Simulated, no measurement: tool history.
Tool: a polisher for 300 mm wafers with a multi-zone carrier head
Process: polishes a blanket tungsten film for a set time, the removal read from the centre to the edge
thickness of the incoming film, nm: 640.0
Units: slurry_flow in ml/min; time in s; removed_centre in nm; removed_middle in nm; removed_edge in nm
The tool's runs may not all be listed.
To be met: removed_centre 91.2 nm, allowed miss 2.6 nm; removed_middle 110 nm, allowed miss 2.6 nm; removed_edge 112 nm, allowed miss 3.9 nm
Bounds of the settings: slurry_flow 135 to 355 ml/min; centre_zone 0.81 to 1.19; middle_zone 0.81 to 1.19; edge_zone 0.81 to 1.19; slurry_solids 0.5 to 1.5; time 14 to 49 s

run,day,slurry_flow,centre_zone,middle_zone,edge_zone,slurry_solids,time,removed_centre,removed_middle,removed_edge
1,0,225,1,1,1,1,31,90.815,90.963,93.3
2,0.183,225,1.03,1,1,1,31,92.895,91.035,91.961
3,0.262,255,1.03,1,1,1,31,93.933,92.911,91.592
4,0.575,250,1.01,1.01,1.02,1.05,31,93.043,94.31,94.661
5,0.704,250,1.01,0.93,1.02,1.05,31,93.474,89.313,95.959
6,0.783,255,1,0.95,1.04,1.1,31,93.52,90.056,98.395
7,0.858,260,0.99,0.98,1.05,1.15,31,93.574,94.939,96.666
8,0.988,255,0.97,0.98,1.06,1.2,31,92.479,93.825,100.35
9,1.108,255,0.97,0.98,1.06,1.2,31,93.301,94.995,99.696
10,1.142,255,0.95,0.99,1.07,1.25,31,92.885,97.73,102.22

5 next moves are on the table. One of them brings every result within its allowed miss. Which?
A,1.175,305,0.98,1.04,1.08,1.3,31,?,?,?
B,1.175,270,0.87,1,1.12,1.25,33,?,?,?
C,1.175,195,0.87,1.05,1.1,1.1,35,?,?,?
D,1.175,255,0.96,0.97,0.93,1,35,?,?,?
E,1.175,245,0.9,1.07,1.03,1.05,36,?,?,?

move,removed_centre,removed_middle,removed_edge
A,97.728,102.98,104.53
B,91.57,104.13,111.54
C,91.542,108.75,111.37
D,99.987,101.44,101.98
E,97.91,114.4,111.06
A: nearer than the last run, and not there yet
B: nearer than the last run, and not there yet
C: meets every target
D: nearer than the last run, and not there yet
E: takes the result that was furthest off past its target
Move C is the one to make.
